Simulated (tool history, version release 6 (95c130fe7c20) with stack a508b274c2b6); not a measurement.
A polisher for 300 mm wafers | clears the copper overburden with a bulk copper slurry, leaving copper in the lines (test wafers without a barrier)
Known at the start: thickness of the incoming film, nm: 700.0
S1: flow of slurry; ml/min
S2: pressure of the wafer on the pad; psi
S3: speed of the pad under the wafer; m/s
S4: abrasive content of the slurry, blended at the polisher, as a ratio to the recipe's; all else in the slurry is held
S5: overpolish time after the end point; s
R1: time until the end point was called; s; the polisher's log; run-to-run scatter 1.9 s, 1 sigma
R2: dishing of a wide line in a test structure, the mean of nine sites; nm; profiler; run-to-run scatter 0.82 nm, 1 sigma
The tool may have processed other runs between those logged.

run  hour   S1   S2    S3  S4  S5      R1      R2
  1     0  175  1.7  1.28   1  15  83.291  39.228
  2   2.7  175  1.5  1.24   1  18  94.887  39.987
  3   5.8  175  1.3   1.2   1  19  113.45  38.939
  4   8.4  175  1.3  1.44   1  19   97.97  40.191
  5  12.6  175  1.2  1.38   1  20  108.21  39.989
  6  18.2  175  1.1  1.34   1  21  122.12  37.501

Forecast run 7:
  7  21.4  165  0.8  1.26  0.95  28   ?   ?

R1: 175.77 s
R2: 34.404 nm
